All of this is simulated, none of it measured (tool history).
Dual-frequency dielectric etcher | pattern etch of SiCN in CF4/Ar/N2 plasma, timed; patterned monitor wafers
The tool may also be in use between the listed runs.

run	day	source power (kW)	bias power (kW)	Ar flow (sccm)	CF4 flow (sccm)	etch time (s)	mean etch depth across the wafer (angstrom)
1	0.000	0.530	0.066	108	59	48.5	461.83
2	0.350	0.570	0.066	108	59	48.5	492.55
3	0.583	0.600	0.066	108	59	48.5	521.39
4	0.721	0.600	0.059	108	59	48.5	499.40
5	1.008	0.600	0.059	108	66	48.5	508.91
6	1.262	0.600	0.059	108	66	44.5	469.46
7	1.492	0.700	0.071	100	68	44.5	598.35

The next listed run, before its measurement:
8	1.542	0.700	0.071	100	68	44.5	?

Run 8 gave mean etch depth across the wafer (angstrom) 604.29.
